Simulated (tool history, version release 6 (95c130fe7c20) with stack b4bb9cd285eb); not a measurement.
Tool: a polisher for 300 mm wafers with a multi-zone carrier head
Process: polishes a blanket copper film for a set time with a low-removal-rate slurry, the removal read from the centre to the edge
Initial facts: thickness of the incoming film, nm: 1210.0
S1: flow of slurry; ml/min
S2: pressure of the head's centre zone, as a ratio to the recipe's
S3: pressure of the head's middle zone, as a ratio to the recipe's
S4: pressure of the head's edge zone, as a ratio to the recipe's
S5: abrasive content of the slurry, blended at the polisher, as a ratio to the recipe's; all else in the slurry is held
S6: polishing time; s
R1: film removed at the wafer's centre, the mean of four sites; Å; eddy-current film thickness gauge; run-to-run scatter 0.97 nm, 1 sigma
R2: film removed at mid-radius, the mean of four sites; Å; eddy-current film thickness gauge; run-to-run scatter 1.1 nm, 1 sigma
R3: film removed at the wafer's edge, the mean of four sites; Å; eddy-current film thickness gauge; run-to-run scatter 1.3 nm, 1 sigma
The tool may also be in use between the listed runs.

run  hour   S1    S2    S3    S4    S5  S6      R1      R2      R3
  1     0  165     1     1     1     1  35  1406.4  1377.2  1392.3
  2   6.1  155  0.98  0.99     1     1  35  1346.6  1361.3  1369.9
  3  12.1  145  0.97  0.97  1.01     1  35  1320.2  1310.8  1347.1
  4  13.8  145  0.97  0.97  1.01     1  42  1585.6  1576.4  1652.4
  5  19.6  125  0.97  0.97  1.01     1  42  1528.5  1535.5  1589.5
  6  21.9  120  0.94  0.94  0.98   0.9  42  1433.5  1438.8  1514.9
  7  28.8  115  0.92  0.92  0.95  0.85  42  1343.8  1385.7  1469.8

Run 8 comes next. What will it give?
  8  31.4  110  0.92  0.9  0.92  0.8  42   ?   ?   ?

{"run 8": {"R1": 1333.8, "R2": 1321.8, "R3": 1417.2}}

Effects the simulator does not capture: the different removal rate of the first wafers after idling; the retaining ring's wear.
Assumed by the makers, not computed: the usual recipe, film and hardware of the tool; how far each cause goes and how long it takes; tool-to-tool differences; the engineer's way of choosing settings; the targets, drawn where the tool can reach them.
